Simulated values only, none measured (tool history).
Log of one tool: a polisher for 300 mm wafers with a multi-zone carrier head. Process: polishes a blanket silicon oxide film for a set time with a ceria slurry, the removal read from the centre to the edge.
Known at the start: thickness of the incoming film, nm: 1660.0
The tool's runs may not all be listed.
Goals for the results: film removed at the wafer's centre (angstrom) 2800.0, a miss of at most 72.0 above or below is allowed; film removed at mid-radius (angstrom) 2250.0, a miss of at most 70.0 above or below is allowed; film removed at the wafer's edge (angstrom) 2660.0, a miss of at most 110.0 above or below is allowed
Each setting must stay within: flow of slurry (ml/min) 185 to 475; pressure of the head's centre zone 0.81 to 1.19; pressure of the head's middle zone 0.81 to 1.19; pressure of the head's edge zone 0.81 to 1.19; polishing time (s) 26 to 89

run	hour	flow of slurry (ml/min)	pressure of the head's centre zone	pressure of the head's middle zone	pressure of the head's edge zone	polishing time (s)	film removed at the wafer's centre (angstrom)	film removed at mid-radius (angstrom)	film removed at the wafer's edge (angstrom)
1	0.0	305	1.00	1.00	1.00	57	1765.6	1767.4	1815.3
2	6.2	310	1.03	0.99	1.03	60	1909.3	1845.5	1928.4
3	7.9	310	1.03	1.06	1.03	60	1895.7	1929.4	1912.6
4	14.5	310	1.03	1.12	1.03	60	1900.5	2008.3	1933.3
5	18.7	350	1.03	1.12	1.03	60	1927.9	2026.3	1939.7
6	26.5	350	1.03	1.04	1.03	60	1965.2	1929.8	1961.1
7	32.9	350	1.03	1.04	1.03	60	1960.5	1929.8	1972.6
8	40.4	370	1.05	1.02	1.06	62	2025.9	1989.9	2062.9
9	44.4	380	1.08	0.98	1.07	65	2208.1	2019.9	2136.4
10	50.9	390	1.09	0.95	1.09	67	2272.9	2044.4	2264.6
# hour 55.8: slurry nozzle cleaned
11	55.8	395	1.11	0.94	1.10	69	2480.0	2194.8	2402.4

Of the 4 settings listed for the next run, only one would bring every result within its allowed miss of target. Which one?
A	60.7	460	1.19	0.82	1.19	78	?	?	?
B	60.7	400	1.19	1.01	1.07	65	?	?	?
C	60.7	330	1.14	0.87	1.11	78	?	?	?
D	60.7	350	1.15	1.12	0.89	62	?	?	?

move	film removed at the wafer's centre (angstrom)	film removed at mid-radius (angstrom)	film removed at the wafer's edge (angstrom)
A	3007.9	2237.3	2822.6
B	2485.4	2162.6	2239.8
C	2831.4	2286.1	2700.1
D	2281.8	2216.5	1989.1
A: carries the result that was furthest off beyond its target, to the other side
B: neither nearer nor further off than the last run
C: every result within its allowed miss
D: its largest miss is bigger than the last run's
Go with C: it meets all targets.

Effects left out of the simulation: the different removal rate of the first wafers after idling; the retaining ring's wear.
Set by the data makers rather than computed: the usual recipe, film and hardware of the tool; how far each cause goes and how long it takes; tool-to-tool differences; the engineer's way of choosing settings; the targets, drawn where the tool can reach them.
